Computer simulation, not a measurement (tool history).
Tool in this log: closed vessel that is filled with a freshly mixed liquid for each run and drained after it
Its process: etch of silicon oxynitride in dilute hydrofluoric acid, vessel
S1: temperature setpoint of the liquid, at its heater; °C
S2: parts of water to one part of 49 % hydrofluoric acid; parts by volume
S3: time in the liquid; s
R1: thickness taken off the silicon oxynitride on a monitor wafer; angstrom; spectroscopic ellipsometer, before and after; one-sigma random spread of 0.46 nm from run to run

| run | hour | S1 | S2 | S3 | R1 |
|---|---|---|---|---|---|
| 1 | 0.0 | 24.0 | 95 | 2900 | 471.09 |
| 2 | 1.1 | 24.0 | 120 | 2900 | 360.81 |
| 3 | 1.7 | 26.0 | 110 | 2900 | 436.62 |
| 4 | 6.0 | 27.5 | 100 | 2900 | 522.31 |
| 5 | 12.1 | 28.5 | 90 | 2900 | 612.03 |
| 6 | 15.3 | 30.5 | 90 | 2900 | 669.26 |
| 7 | 22.1 | 31.0 | 85 | 2900 | 720.29 |

Run 8 has not been measured yet. What should we expect?
| 8 | 26.4 | 31.0 | 80 | 2900 | ? |

Run 8 measured R1 770.07 angstrom.
